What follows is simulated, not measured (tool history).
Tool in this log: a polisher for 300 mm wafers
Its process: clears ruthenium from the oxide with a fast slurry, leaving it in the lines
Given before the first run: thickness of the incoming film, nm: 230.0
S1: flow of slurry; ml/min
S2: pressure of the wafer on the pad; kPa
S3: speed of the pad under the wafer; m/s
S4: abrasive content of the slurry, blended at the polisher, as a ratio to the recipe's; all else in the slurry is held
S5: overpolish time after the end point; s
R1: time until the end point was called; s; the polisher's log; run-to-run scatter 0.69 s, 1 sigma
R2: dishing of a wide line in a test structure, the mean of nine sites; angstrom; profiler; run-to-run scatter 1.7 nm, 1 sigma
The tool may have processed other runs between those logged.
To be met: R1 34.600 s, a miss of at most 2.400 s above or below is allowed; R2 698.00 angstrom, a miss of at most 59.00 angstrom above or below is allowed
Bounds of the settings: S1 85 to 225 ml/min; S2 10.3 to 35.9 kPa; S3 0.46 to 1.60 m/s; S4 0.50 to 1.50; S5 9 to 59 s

{"run": 1, "hour": 0.0, "S1": 145, "S2": 22.8, "S3": 1.02, "S4": 1.0, "S5": 30, "R1": 63.249, "R2": 742.22}
{"run": 2, "hour": 5.1, "S1": 145, "S2": 22.8, "S3": 1.16, "S4": 1.0, "S5": 30, "R1": 61.058, "R2": 808.43}
{"run": 3, "hour": 5.8, "S1": 145, "S2": 22.8, "S3": 1.16, "S4": 1.1, "S5": 30, "R1": 58.054, "R2": 835.72}
{"run": 4, "hour": 11.5, "S1": 150, "S2": 26.2, "S3": 1.12, "S4": 1.1, "S5": 25, "R1": 52.623, "R2": 797.2}
{"run": 5, "hour": 13.4, "S1": 150, "S2": 29.6, "S3": 1.12, "S4": 1.1, "S5": 25, "R1": 45.738, "R2": 853.96}
{"run": 6, "hour": 18.8, "S1": 150, "S2": 31.0, "S3": 1.14, "S4": 1.1, "S5": 21, "R1": 41.834, "R2": 775.15}
{"run": 7, "hour": 25.7, "S1": 150, "S2": 32.4, "S3": 1.14, "S4": 1.1, "S5": 19, "R1": 40.704, "R2": 780.31}
{"run": 8, "hour": 26.5, "S1": 150, "S2": 33.1, "S3": 1.16, "S4": 1.1, "S5": 17, "R1": 40.75, "R2": 728.48}
{"run": 9, "hour": 34.8, "S1": 150, "S2": 33.8, "S3": 1.2, "S4": 1.1, "S5": 16, "R1": 37.77, "R2": 729.56}

Exercise: of the 4 proposed moves below, exactly one satisfies all targets within the stated allowed misses. Which move is it?
{"run": "A", "hour": 43.1, "S1": 155, "S2": 35.2, "S3": 1.28, "S4": 1.1, "S5": 14, "R1": "?", "R2": "?"}
{"run": "B", "hour": 43.1, "S1": 170, "S2": 35.9, "S3": 1.12, "S4": 1.2, "S5": 20, "R1": "?", "R2": "?"}
{"run": "C", "hour": 43.1, "S1": 160, "S2": 35.9, "S3": 1.18, "S4": 1.2, "S5": 19, "R1": "?", "R2": "?"}
{"run": "D", "hour": 43.1, "S1": 165, "S2": 35.9, "S3": 1.48, "S4": 1.25, "S5": 15, "R1": "?", "R2": "?"}

move=A R1=34.853 R2=692.36
move=B R1=35.519 R2=878.97
move=C R1=34.648 R2=863.63
move=D R1=28.905 R2=831.99
A: all results in spec
B: the furthest-off result lands on target, but another misses its tolerance
C: the furthest-off result lands on target, but another misses its tolerance
D: carries the result that was furthest off beyond its target, to the other side
So the answer is move A, the one that meets all the targets.

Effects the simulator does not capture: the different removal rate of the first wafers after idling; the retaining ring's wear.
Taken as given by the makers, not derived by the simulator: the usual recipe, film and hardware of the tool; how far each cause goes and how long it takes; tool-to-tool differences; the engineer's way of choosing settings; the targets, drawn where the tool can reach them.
